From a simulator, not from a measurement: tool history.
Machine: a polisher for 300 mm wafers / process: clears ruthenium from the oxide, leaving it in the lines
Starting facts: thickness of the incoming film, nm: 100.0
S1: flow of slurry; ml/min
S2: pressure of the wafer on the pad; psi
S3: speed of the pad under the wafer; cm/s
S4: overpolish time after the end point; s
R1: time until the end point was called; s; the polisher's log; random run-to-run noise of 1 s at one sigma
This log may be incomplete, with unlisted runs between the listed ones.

Run 1, hour 0: S1 155 ml/min, S2 2.1 psi, S3 108 cm/s, S4 30 s. Result: R1 77.54 s.
Run 2, hour 1.1: S1 155 ml/min, S2 2.1 psi, S3 82 cm/s, S4 30 s. Result: R1 100.12 s.
Run 3, hour 5.6: S1 155 ml/min, S2 2.4 psi, S3 82 cm/s, S4 30 s. Result: R1 89.593 s.
Run 4, hour 14.1: S1 155 ml/min, S2 2.6 psi, S3 88 cm/s, S4 30 s. Result: R1 81.322 s.
Run 5, hour 18.9: S1 155 ml/min, S2 2.8 psi, S3 96 cm/s, S4 30 s. Result: R1 67.45 s.
Run 6, hour 27.2: S1 130 ml/min, S2 2.8 psi, S3 96 cm/s, S4 30 s. Result: R1 69.802 s.

For run 7, what comes out?
Run 7, hour 34.6: S1 130 ml/min, S2 2.9 psi, S3 100 cm/s, S4 30 s. Result: R1 ?.

R1: 65.075 s
